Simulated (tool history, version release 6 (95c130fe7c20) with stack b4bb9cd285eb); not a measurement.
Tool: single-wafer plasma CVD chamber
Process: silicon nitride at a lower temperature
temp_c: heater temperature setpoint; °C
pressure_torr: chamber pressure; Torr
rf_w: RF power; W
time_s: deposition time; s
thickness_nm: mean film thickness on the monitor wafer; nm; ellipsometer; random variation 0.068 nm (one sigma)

run  hour  temp_c  pressure_torr  rf_w  time_s  thickness_nm
  1     0     340           1.16   245    35.3        32.357
  2   7.8     336           1.16   245    35.3        32.423
  3    10     336           1.04   240    35.3            31
  4  18.2     336           1.04   275    35.3         34.91
  5    27     336           0.95   260    35.3        32.567
  6  27.8     336           0.88   250    35.3        30.887
  7  31.8     336           0.88   250    35.3        30.772
  8  34.8     336           0.88   250    35.3         30.75

Run 9 comes next. What will it give?
  9  40.6     336           0.83   245    35.3             ?

Run 9 gave thickness_nm 29.788 nm.
